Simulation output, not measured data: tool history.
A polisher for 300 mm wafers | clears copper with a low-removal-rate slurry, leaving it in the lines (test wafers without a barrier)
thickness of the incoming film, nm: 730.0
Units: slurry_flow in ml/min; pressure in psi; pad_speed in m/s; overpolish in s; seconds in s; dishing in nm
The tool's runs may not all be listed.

Run 1, hour 0.0: slurry_flow 190 ml/min, pressure 3.5 psi, pad_speed 1.32 m/s, slurry_solids 1.00, overpolish 29 s. Result: seconds 196.40 s, dishing 55.465 nm.
Run 2, hour 6.6: slurry_flow 150 ml/min, pressure 3.5 psi, pad_speed 1.32 m/s, slurry_solids 1.00, overpolish 29 s. Result: seconds 204.24 s, dishing 53.522 nm.
Run 3, hour 10.2: slurry_flow 150 ml/min, pressure 3.0 psi, pad_speed 1.32 m/s, slurry_solids 1.00, overpolish 25 s. Result: seconds 239.35 s, dishing 46.458 nm.
Run 4, hour 11.1: slurry_flow 150 ml/min, pressure 3.0 psi, pad_speed 1.32 m/s, slurry_solids 1.00, overpolish 13 s. Result: seconds 243.80 s, dishing 28.929 nm.
Run 5, hour 18.3: slurry_flow 150 ml/min, pressure 3.0 psi, pad_speed 1.32 m/s, slurry_solids 0.90, overpolish 13 s. Result: seconds 247.94 s, dishing 28.392 nm.
Run 6, hour 20.0: slurry_flow 150 ml/min, pressure 3.0 psi, pad_speed 1.32 m/s, slurry_solids 1.05, overpolish 13 s. Result: seconds 244.60 s, dishing 29.526 nm.
Run 7, hour 24.4: slurry_flow 150 ml/min, pressure 2.7 psi, pad_speed 1.32 m/s, slurry_solids 1.05, overpolish 16 s. Result: seconds 261.59 s, dishing 32.017 nm.
Run 8, hour 31.0: slurry_flow 155 ml/min, pressure 2.4 psi, pad_speed 1.32 m/s, slurry_solids 1.10, overpolish 17 s. Result: seconds 287.58 s, dishing 31.836 nm.

What will run 9 give?
Run 9, hour 39.8: slurry_flow 155 ml/min, pressure 2.3 psi, pad_speed 1.32 m/s, slurry_solids 1.10, overpolish 18 s. Result: seconds ?, dishing ?.

{"run 9": {"seconds": 288.79, "dishing": 31.832}}
